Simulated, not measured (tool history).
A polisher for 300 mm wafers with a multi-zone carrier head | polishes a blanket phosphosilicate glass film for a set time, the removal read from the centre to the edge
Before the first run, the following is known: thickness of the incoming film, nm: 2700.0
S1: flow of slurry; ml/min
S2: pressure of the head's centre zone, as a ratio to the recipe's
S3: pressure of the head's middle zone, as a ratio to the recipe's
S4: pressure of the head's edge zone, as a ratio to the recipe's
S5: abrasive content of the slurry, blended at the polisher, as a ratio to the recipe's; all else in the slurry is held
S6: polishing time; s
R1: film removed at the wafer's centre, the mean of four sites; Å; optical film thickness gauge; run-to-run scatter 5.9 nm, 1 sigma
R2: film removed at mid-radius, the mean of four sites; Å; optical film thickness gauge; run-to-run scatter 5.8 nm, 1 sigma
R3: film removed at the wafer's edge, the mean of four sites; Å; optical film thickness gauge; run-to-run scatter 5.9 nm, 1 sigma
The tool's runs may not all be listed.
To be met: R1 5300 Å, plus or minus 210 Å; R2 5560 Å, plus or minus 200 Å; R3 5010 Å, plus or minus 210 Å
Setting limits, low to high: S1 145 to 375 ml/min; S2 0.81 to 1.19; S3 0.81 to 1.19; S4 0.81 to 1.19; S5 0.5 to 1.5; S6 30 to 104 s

run,hour,S1,S2,S3,S4,S5,S6,R1,R2,R3
1,0,240,1,1,1,1,67,5895.6,6130,5955
2,8.6,240,1,1,0.98,1,67,5930.8,6239.7,5984.3
3,16.4,240,1,1,0.98,1,52,4601.3,4777.3,4603.3
4,21.1,240,1,1.06,0.98,1,52,4608.3,4934.4,4544.5
5,22.1,240,1,1.06,0.98,1,37,3318.5,3577,3250.8
6,30.3,240,1,1.06,0.98,1.2,37,3513.2,3757,3458.3
7,33.2,245,1.01,1.07,0.98,1.25,39,3759.7,4098.1,3765.1
8,35.1,250,1.03,1.08,0.99,1.3,40,4029.4,4304.5,3892.7
9,37,255,1.04,1.09,1,1.3,41,4188.1,4463.6,4032.5
10,38,260,1.05,1.1,1.01,1.3,41,4144.6,4540.4,3958.2
11,40.5,260,1.05,1.1,1.01,1.3,42,4285.9,4608.3,4185.5
12,44.5,265,1.06,1.11,1.02,1.3,42,4435.8,4728,4200.9
13,51.7,270,1.07,1.11,1.03,1.3,42,4370.4,4704.8,4210.2
14,56.1,275,1.08,1.11,1.04,1.3,42,4439.2,4652.4,4249.9
15,59.1,280,1.09,1.12,1.05,1.3,42,4547.5,4672.7,4181.2
16,63.1,280,1.1,1.13,1.07,1.4,45,4916.8,5330,4727.7
17,71,295,1.13,1.13,1.1,1.45,45,5197.3,5258.5,4790.4

Exactly one of the 4 candidate moves below puts every result within its allowed miss. Which one?
A,78.9,305,1.14,1.19,1.06,1.4,44,?,?,?
B,78.9,325,1.09,1.11,1.05,1.45,47,?,?,?
C,78.9,315,1.19,1.18,1.1,1.5,42,?,?,?
D,78.9,280,1.15,1.04,1.1,1.4,47,?,?,?

move,R1,R2,R3
A,5175.9,5453.4,4600.6
B,5373.7,5579.8,4972
C,5287,5293,4581.3
D,5520.8,5146,4984.9
A: gets the furthest-off result to its target, but another result is out of tolerance
B: each result inside its tolerance
C: further off than the last run
D: further off than the last run
B meets every target.
